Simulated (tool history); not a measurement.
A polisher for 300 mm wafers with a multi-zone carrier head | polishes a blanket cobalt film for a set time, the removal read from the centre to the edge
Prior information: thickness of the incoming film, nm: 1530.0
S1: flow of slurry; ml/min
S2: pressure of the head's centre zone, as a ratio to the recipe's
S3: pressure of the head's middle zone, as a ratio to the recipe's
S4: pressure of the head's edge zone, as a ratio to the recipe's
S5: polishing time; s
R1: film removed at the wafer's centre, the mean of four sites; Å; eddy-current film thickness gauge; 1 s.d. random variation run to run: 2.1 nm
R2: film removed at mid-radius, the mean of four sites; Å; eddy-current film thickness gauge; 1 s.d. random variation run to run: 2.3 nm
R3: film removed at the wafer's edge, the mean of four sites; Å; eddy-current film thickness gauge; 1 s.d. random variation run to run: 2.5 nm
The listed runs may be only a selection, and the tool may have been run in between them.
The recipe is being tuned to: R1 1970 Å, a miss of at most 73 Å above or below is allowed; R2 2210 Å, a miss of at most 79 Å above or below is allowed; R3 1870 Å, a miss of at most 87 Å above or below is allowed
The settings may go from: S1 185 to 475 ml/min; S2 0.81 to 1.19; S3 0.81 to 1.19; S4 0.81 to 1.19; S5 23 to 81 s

run 1 hour=0 | S1=305 S2=1 S3=1 S4=1 S5=52 | R1=1550.3 R2=1534.5 R3=1544.9
run 2 hour=4.4 | S1=305 S2=1 S3=1 S4=1.04 S5=52 | R1=1608.1 R2=1541.2 R3=1584.7
run 3 hour=12.3 | S1=375 S2=1 S3=1 S4=1.04 S5=52 | R1=1576 R2=1609.6 R3=1580.4
run 4 hour=14.6 | S1=380 S2=1.01 S3=1.02 S4=1.05 S5=53 | R1=1651.5 R2=1651.2 R3=1662.5
run 5 hour=20.3 | S1=385 S2=1.01 S3=1.04 S4=1.03 S5=54 | R1=1668.1 R2=1663.4 R3=1662.6
run 6 hour=22.4 | S1=385 S2=1.01 S3=1.04 S4=0.98 S5=54 | R1=1707.9 R2=1697.9 R3=1638.6
run 7 hour=29.7 | S1=395 S2=1 S3=1.05 S4=0.97 S5=55 | R1=1692.6 R2=1744.1 R3=1630.6
run 8 hour=31.7 | S1=400 S2=1 S3=1.06 S4=0.97 S5=56 | R1=1744.3 R2=1762.9 R3=1676.6
run 9 hour=40.2 | S1=410 S2=0.99 S3=1.07 S4=0.96 S5=57 | R1=1764.6 R2=1824.8 R3=1670.2
run 10 hour=41.7 | S1=415 S2=0.99 S3=1.08 S4=0.96 S5=58 | R1=1812.2 R2=1861.4 R3=1724.3

5 next moves are on the table. One of them brings every result within its allowed miss. Which?
run A hour=43.2 | S1=400 S2=0.9 S3=1.12 S4=0.93 S5=60 | R1=? R2=? R3=?
run B hour=43.2 | S1=320 S2=0.85 S3=1.1 S4=1.17 S5=60 | R1=? R2=? R3=?
run C hour=43.2 | S1=375 S2=1.05 S3=0.97 S4=1.01 S5=55 | R1=? R2=? R3=?
run D hour=43.2 | S1=475 S2=0.89 S3=1.19 S4=0.81 S5=67 | R1=? R2=? R3=?
run E hour=43.2 | S1=445 S2=0.94 S3=1.11 S4=0.82 S5=67 | R1=? R2=? R3=?

move=A R1=1673.3 R2=1978.1 R3=1779.1
move=B R1=1551.8 R2=1919.9 R3=1961.3
move=C R1=1781.5 R2=1618.8 R3=1691.2
move=D R1=1870.2 R2=2339.9 R3=1884.8
move=E R1=1966.8 R2=2208.6 R3=1890.6
A: closer than the last run, but not yet in spec
B: the biggest miss grows against the last run
C: the biggest miss grows against the last run
D: takes the biggest miss from the last run beyond its target
E: in spec on every target
So the answer is move E, the one that meets all the targets.
